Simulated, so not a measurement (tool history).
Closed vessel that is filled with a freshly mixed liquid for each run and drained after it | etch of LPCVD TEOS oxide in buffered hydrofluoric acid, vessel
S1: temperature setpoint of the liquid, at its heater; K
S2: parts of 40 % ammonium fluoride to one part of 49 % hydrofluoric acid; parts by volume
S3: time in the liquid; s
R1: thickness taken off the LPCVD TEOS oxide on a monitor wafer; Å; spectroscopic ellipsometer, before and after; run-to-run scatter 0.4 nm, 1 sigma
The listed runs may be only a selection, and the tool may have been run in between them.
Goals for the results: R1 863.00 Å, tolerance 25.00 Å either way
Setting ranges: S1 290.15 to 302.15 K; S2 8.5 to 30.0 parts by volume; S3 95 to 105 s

run    day      S1    S2   S3       R1
  1  0.000  294.15  23.5   95  1056.20
  2  0.125  294.15  23.5  105  1162.50
  3  0.400  293.65  24.0  105  1120.30
  4  0.608  293.15  24.5  105  1066.80
  5  0.888  296.15  24.5  105  1276.40
  6  1.000  295.15  25.0  105  1174.80
  7  1.342  294.65  25.0  105  1140.60
  8  1.396  294.15  25.0  105  1118.20
  9  1.671  293.65  25.0  105  1095.10
 10  2.046  290.15  27.5  105   834.59

Which one of the following 4 next-run settings gets every result inside its allowed miss? There is exactly one.
  A  2.421  291.15  28.5  100   ?
  B  2.421  292.65  27.5  100   ?
  C  2.421  293.65  30.0   95   ?
  D  2.421  292.15  27.0  105   ?

move      R1
   A  822.75
   B  918.33
   C  869.09
   D  949.32
A: the biggest miss grows against the last run
B: carries the result that was furthest off beyond its target, to the other side
C: hits every target within its allowed miss
D: carries the result that was furthest off beyond its target, to the other side
Correct choice: C, which meets every target
